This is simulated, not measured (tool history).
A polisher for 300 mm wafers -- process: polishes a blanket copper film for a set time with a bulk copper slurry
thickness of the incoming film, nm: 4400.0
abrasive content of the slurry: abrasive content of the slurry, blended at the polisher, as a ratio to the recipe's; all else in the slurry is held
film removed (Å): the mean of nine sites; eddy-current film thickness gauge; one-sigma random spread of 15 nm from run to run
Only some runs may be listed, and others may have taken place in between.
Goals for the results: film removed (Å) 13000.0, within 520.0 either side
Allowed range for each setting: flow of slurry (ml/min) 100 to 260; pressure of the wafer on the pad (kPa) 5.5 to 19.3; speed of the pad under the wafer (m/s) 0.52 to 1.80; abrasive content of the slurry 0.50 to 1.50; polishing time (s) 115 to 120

run,day,flow of slurry (ml/min),pressure of the wafer on the pad (kPa),speed of the pad under the wafer (m/s),abrasive content of the slurry,polishing time (s),film removed (Å)
1,0.000,165,12.4,1.16,1.00,115,6876.6
2,0.279,170,14.5,1.18,1.00,115,7873.3
3,0.342,170,14.5,1.18,1.00,120,8027.0
4,0.450,170,14.5,1.18,0.90,120,8110.2
5,0.742,170,14.5,0.90,0.90,120,6204.4
6,1.112,170,14.5,0.90,0.80,120,5814.2
7,1.171,170,15.9,1.04,0.80,120,7382.6
8,1.254,170,16.5,1.14,0.80,120,8349.7
9,1.583,170,16.5,1.14,0.80,120,8278.5
10,1.642,175,17.2,1.22,0.80,120,9390.2
11,1.896,175,17.9,1.28,0.80,120,10007.0
12,1.925,175,18.6,1.34,0.80,120,11040.0
13,2.096,175,18.6,1.38,0.80,120,11269.0

5 candidate next runs follow, results not yet known. Just one meets every target within its allowed miss. Identify it.
A,2.267,160,19.3,1.44,0.75,119,?
B,2.267,190,19.3,1.64,0.90,120,?
C,2.267,165,19.3,1.44,0.80,120,?
D,2.267,155,19.3,1.52,0.85,120,?
E,2.267,165,19.3,1.64,0.95,120,?

move,film removed (Å)
A,11587.0
B,14538.0
C,12022.0
D,12798.0
E,14468.0
A: nearer than the last run, and not there yet
B: carries the result that was furthest off beyond its target, to the other side
C: nearer than the last run, and not there yet
D: every result within its allowed miss
E: carries the result that was furthest off beyond its target, to the other side
Move D is the one to make.
